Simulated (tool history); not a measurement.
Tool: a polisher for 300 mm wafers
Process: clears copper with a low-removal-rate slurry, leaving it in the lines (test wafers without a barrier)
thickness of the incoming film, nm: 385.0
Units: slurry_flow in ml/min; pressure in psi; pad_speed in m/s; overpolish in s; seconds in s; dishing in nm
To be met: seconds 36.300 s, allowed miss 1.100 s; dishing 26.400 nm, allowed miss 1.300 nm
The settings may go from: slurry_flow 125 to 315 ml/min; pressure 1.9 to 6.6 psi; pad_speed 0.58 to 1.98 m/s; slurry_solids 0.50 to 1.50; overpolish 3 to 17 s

run    day  slurry_flow  pressure  pad_speed  slurry_solids  overpolish  seconds  dishing
  1  0.000          205       4.2       1.28           1.00           9   56.015   35.049
  2  0.333          240       4.2       1.28           1.00           9   55.442   35.869
  3  0.633          240       4.2       1.06           1.00           9   67.826   30.251
  4  0.708          240       4.9       1.06           1.00           9   58.416   35.245
  5  1.075          210       5.0       1.16           1.05           7   52.367   30.308
  6  1.446          205       5.4       1.16           1.10           6   48.108   29.446
  7  1.512          195       5.7       1.16           1.15           5   45.764   26.220
  8  1.721          205       5.9       1.16           1.15           5   43.710   27.105
  9  1.779          205       6.1       1.18           1.15           5   41.968   27.616
 10  2.058          205       6.2       1.20           1.15           5   40.946   29.138
 11  2.300          205       6.3       1.20           1.20           5   39.365   29.787
 12  2.571          205       6.4       1.20           1.20           5   38.515   30.027
 13  2.812          205       6.5       1.20           1.20           5   37.761   29.771

5 next moves are on the table. One of them brings every result within its allowed miss. Which?
  A  3.054          205       5.7       1.28           1.20           6        ?        ?
  B  3.054          255       6.2       1.32           0.90           5        ?        ?
  C  3.054          205       5.5       1.50           1.15           4        ?        ?
  D  3.054          185       6.6       1.14           1.40           5        ?        ?
  E  3.054          205       6.2       1.24           1.15           5        ?        ?

move  seconds  dishing
   A   40.741   32.983
   B   38.513   29.956
   C   36.465   26.086
   D   38.616   29.931
   E   39.248   29.510
A: further off than the last run
B: further off than the last run
C: meets every target
D: as far off as the last run
E: as far off as the last run
Move C is the one to make.
